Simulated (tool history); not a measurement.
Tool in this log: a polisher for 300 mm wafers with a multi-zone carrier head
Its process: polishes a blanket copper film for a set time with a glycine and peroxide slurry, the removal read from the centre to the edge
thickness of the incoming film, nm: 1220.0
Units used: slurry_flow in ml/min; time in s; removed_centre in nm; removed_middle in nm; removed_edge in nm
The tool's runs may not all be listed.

run	hour	slurry_flow	centre_zone	middle_zone	edge_zone	time	removed_centre	removed_middle	removed_edge
1	0.0	155	1.00	1.00	1.00	63	300.45	290.94	306.52
2	6.1	165	1.01	1.04	1.02	64	312.41	310.84	315.64
3	12.2	165	1.01	1.09	1.02	64	300.70	317.60	308.84
4	13.0	175	1.02	1.11	1.03	65	318.31	333.36	320.47
5	14.0	190	1.02	1.11	1.03	65	334.43	336.08	329.11
6	17.2	195	1.01	1.13	1.03	66	334.53	352.30	331.87
7	18.3	200	1.01	1.14	1.04	66	331.89	358.02	335.87

Run 8 is up next; what results do you expect?
8	23.9	205	1.01	1.15	1.04	66	?	?	?

{"run 8": {"removed_centre": 328.31, "removed_middle": 364.52, "removed_edge": 333.72}}
